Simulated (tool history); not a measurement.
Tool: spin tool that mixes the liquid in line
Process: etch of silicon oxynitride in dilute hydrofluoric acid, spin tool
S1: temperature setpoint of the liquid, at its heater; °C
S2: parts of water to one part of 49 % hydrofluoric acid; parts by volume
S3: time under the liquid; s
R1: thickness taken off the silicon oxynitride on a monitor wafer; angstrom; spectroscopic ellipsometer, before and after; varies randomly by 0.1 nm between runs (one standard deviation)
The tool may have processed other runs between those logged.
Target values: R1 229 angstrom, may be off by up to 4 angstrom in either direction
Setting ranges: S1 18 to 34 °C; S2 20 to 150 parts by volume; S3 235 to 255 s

| run | hour | S1 | S2 | S3 | R1 |
|---|---|---|---|---|---|
| 1 | 0 | 26 | 85 | 235 | 139.17 |
| 2 | 5.7 | 24.5 | 85 | 235 | 129.3 |
| 3 | 6.5 | 26.5 | 85 | 235 | 142.96 |
| 4 | 9.8 | 29.5 | 85 | 235 | 164.81 |
| 5 | 13 | 30.5 | 85 | 235 | 171.26 |
| 6 | 18.9 | 29 | 85 | 235 | 159 |
| 7 | 20.6 | 30 | 80 | 235 | 179.47 |
| 8 | 24.3 | 31 | 80 | 235 | 187.39 |
| 9 | 30.3 | 31.5 | 80 | 235 | 189.03 |
| 10 | 34.6 | 34 | 70 | 235 | 248.96 |

Which single option among these 4 for the next run brings every result within its allowed miss of target? Just one does.
| A | 38.9 | 33.5 | 75 | 240 | ? |
| B | 38.9 | 34 | 75 | 245 | ? |
| C | 38.9 | 33 | 60 | 235 | ? |
| D | 38.9 | 32 | 65 | 255 | ? |

| move | R1 |
|---|---|
| A | 229.42 |
| B | 239.42 |
| C | 279.72 |
| D | 266.23 |
A: all results land within tolerance of their targets
B: moves toward the targets from the last run without getting all of them in spec
C: its largest miss is bigger than the last run's
D: its largest miss is bigger than the last run's
Answer: A
